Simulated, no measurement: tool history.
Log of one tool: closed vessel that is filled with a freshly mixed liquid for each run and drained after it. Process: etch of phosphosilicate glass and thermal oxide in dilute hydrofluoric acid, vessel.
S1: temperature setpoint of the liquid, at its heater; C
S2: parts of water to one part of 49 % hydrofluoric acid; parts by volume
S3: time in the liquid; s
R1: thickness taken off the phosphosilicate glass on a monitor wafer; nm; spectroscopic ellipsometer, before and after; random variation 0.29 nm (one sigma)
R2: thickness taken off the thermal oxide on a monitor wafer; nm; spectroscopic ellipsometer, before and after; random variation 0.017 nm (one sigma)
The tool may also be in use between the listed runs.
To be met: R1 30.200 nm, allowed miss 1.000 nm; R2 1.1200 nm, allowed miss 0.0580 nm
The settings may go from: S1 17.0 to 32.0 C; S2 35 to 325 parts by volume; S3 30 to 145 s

run    day    S1   S2   S3      R1      R2
  1  0.000  24.0  180   75  43.427  1.6248
  2  0.317  24.0  180  105  60.835  2.2948
  3  0.529  24.0  150  105  75.445  2.7846
  4  0.608  22.0  175  105  59.030  2.1822
  5  0.967  22.0  175   90  51.043  1.8178
  6  1.088  22.0  220   90  38.270  1.4586
  7  1.112  21.0  225   90  35.440  1.3153
  8  1.192  20.5  230   90  33.775  1.2638
  9  1.521  20.0  230   90  33.476  1.2492
 10  1.696  19.5  230   90  33.309  1.2412
 11  2.067  19.5  230   90  32.691  1.2379
 12  2.108  19.0  230   90  32.185  1.1585
 13  2.238  19.0  235   90  31.332  1.1444

4 next moves are on the table. One of them brings every result within its allowed miss. Which?
  A  2.367  17.5  220  90   ?   ?
  B  2.367  17.0  195  80   ?   ?
  C  2.367  19.0  235  95   ?   ?
  D  2.367  20.5  240  85   ?   ?

move      R1      R2
   A  31.703  1.1847
   B  31.890  1.1917
   C  32.750  1.2239
   D  30.228  1.1296
A: further off than the last run
B: further off than the last run
C: further off than the last run
D: meets every target
The right move is D.
